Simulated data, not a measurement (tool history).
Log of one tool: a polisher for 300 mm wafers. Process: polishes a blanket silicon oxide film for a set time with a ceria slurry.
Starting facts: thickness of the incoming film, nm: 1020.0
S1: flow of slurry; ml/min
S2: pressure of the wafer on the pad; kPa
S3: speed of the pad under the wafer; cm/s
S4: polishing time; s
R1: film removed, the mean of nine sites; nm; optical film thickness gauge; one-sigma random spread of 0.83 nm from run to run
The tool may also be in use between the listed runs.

run	hour	S1	S2	S3	S4	R1
1	0.0	295	25.5	106	20	92.084
2	0.7	300	27.6	106	20	99.409
3	5.1	305	29.0	106	20	103.880
4	14.0	305	31.7	106	20	114.530
5	16.1	305	31.7	106	18	100.870
6	24.6	310	33.8	106	18	107.110
7	27.8	310	35.2	106	18	111.760

Run 8 is up next; what results do you expect?
8	33.0	310	35.9	106	18	?

Run 8 measured R1 113.510 nm.
